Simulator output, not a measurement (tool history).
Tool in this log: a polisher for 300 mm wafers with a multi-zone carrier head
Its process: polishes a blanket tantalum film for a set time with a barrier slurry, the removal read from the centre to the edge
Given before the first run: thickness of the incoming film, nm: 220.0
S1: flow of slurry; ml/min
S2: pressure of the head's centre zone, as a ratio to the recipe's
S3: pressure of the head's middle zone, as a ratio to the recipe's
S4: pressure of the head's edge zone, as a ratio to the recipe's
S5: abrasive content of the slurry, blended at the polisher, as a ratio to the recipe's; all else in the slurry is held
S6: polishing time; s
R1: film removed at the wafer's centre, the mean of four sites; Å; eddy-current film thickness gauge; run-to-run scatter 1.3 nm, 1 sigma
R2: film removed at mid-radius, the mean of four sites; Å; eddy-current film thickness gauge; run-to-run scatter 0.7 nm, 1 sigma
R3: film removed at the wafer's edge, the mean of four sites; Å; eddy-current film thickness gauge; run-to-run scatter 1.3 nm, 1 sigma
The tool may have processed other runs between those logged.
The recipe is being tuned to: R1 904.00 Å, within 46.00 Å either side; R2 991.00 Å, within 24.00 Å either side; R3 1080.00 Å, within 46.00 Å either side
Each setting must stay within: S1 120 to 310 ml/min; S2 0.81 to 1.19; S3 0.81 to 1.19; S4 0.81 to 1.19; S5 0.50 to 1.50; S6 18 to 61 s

run	hour	S1	S2	S3	S4	S5	S6	R1	R2	R3
1	0.0	200	1.00	1.00	1.00	1.00	39	849.37	859.34	865.24
2	4.6	200	1.00	0.96	1.00	1.00	39	858.65	825.04	883.50
3	7.9	200	1.00	0.96	1.00	1.15	39	913.08	882.97	929.78
4	12.7	200	1.00	0.96	1.00	1.15	32	727.10	720.72	744.94
5	21.3	200	1.00	0.96	1.00	1.15	28	673.07	625.50	659.10
6	25.9	205	0.98	0.96	1.04	1.25	31	734.48	711.96	749.26
7	29.3	190	0.95	0.96	1.06	1.30	34	791.92	784.97	857.77
8	30.4	180	0.93	0.98	1.08	1.35	35	787.52	842.31	901.96
9	37.8	180	0.93	0.99	1.10	1.40	36	826.84	871.06	932.01
10	45.2	185	0.92	0.99	1.12	1.45	37	850.75	903.22	964.96
11	53.5	185	0.92	0.99	1.12	1.45	37	832.31	912.06	953.54
12	61.7	175	0.92	0.99	1.12	1.45	38	843.17	930.56	1016.00
13	66.4	175	0.93	0.99	1.12	1.45	38	847.49	938.92	989.68
14	68.2	180	0.92	0.99	1.12	1.45	39	878.24	956.59	1050.50
15	70.7	185	0.92	0.99	1.12	1.50	39	902.09	958.63	1043.30

5 candidate next runs follow, results not yet known. Just one meets every target within its allowed miss. Identify it.
A	73.2	135	0.94	1.02	1.19	1.35	41	?	?	?
B	73.2	165	0.82	0.88	1.10	1.45	45	?	?	?
C	73.2	120	0.83	0.88	1.17	1.50	46	?	?	?
D	73.2	210	1.00	0.95	1.07	1.20	44	?	?	?
E	73.2	310	1.00	1.04	1.06	1.50	37	?	?	?

move	R1	R2	R3
A	923.39	996.06	1057.40
B	917.14	1003.00	1152.60
C	926.91	1004.80	1201.40
D	1063.00	1010.20	1068.30
E	986.16	1007.20	973.31
A: every result within its allowed miss
B: brings the last run's worst result on target, with another outside its allowed miss
C: brings the last run's worst result on target, with another outside its allowed miss
D: brings the last run's worst result on target, with another outside its allowed miss
E: brings the last run's worst result on target, with another outside its allowed miss
Go with A: it meets all targets.
